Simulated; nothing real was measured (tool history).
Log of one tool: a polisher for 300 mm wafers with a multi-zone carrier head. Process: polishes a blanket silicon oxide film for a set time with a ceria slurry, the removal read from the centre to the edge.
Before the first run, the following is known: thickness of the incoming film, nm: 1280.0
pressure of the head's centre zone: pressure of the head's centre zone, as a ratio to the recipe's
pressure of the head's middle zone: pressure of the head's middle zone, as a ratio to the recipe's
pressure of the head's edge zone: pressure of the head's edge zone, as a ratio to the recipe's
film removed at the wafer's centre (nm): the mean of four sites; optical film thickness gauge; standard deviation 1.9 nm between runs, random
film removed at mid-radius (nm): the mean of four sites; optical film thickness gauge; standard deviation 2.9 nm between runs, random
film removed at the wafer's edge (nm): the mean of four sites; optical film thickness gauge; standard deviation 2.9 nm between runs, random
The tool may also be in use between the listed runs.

run  hour  flow of slurry (ml/min)  pressure of the head's centre zone  pressure of the head's middle zone  pressure of the head's edge zone  polishing time (s)  film removed at the wafer's centre (nm)  film removed at mid-radius (nm)  film removed at the wafer's edge (nm)
  1     0                      185                                   1                                   1                                 1                  73                                   172.85                           176.65                                 183.28
  2   3.7                      190                                1.02                                0.99                              1.03                  76                                   183.76                           177.23                                 186.79
  3   8.8                      190                                1.02                                1.02                              1.03                  76                                   183.18                           184.19                                  191.6
  4   9.5                      185                                1.03                                1.01                              1.06                  80                                   196.35                           194.71                                 202.94
  5    11                      185                                1.03                                0.98                              1.08                  83                                   202.87                           195.77                                 211.02
  6  15.3                      145                                1.03                                0.98                              1.08                  83                                   191.71                           181.54                                  203.4
  7  16.8                      155                                1.04                                0.96                               1.1                  85                                   199.64                           188.25                                  209.4

Expected results for the next run?
     20.1  -- slurry nozzle cleaned
  8  20.1                      160                                1.05                                0.94                              1.12                  88                                        ?                                ?                                      ?

Logged for run 8: film removed at the wafer's centre (nm) 223.4, film removed at mid-radius (nm) 200.24, film removed at the wafer's edge (nm) 230.56.

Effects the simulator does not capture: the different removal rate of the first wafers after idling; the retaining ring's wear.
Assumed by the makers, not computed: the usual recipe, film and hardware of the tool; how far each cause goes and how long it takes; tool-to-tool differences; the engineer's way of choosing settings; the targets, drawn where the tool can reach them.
